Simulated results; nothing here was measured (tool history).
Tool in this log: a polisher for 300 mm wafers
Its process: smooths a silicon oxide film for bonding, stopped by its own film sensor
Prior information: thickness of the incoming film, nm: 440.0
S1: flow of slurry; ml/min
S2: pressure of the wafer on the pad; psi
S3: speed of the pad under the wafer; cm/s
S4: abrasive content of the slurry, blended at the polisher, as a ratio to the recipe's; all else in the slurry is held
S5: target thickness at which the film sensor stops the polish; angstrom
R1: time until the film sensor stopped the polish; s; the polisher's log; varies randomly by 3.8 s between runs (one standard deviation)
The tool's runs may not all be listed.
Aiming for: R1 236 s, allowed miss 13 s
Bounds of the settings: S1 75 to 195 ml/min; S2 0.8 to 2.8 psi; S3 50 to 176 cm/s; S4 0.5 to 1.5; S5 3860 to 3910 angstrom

run,day,S1,S2,S3,S4,S5,R1
1,0,125,1.8,112,1,3860,119.61
2,0.108,125,1.5,106,1,3860,145.74
3,0.217,125,1.3,102,1,3860,170.43
4,0.396,125,1.1,100,1,3860,198.48
5,0.433,125,1,100,1,3860,218.13
# day 0.542: slurry blender recalibrated
6,0.542,125,0.8,100,1,3860,213.24
7,0.675,125,0.8,98,1,3860,216.09
8,0.833,125,0.8,98,1,3860,208.97

4 next moves are on the table. One of them brings every result within its allowed miss. Which?
A,0.992,120,1.1,58,0.6,3860,?
B,0.992,150,0.8,50,1.05,3860,?
C,0.992,105,1,70,1,3860,?
D,0.992,130,0.8,78,1,3860,?

move,R1
A,268.14
B,257.56
C,204.84
D,229.44
A: takes the result that was furthest off past its target
B: takes the result that was furthest off past its target
C: further off than the last run
D: every result within its allowed miss
D is the move that brings every result within its allowed miss.
